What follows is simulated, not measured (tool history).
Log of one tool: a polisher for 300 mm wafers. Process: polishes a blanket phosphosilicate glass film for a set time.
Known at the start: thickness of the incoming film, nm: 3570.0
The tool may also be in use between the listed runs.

run,day,flow of slurry (ml/min),pressure of the wafer on the pad (psi),speed of the pad under the wafer (m/s),abrasive content of the slurry,polishing time (s),film removed (angstrom)
1,0.000,220,3.0,0.92,1.0,52,3878.4
2,0.167,220,3.1,0.92,1.0,52,4038.8
3,0.521,220,3.2,0.92,1.0,52,4104.1
4,0.650,220,3.3,0.92,1.0,52,4232.0
5,0.679,220,3.4,0.92,1.0,52,4342.7
6,0.846,260,3.4,0.92,1.0,52,4447.9

Run 7 comes next. What will it give?
7,1.204,260,3.5,0.92,1.0,52,?

{"run 7": {"film removed (angstrom)": 4528.1}}
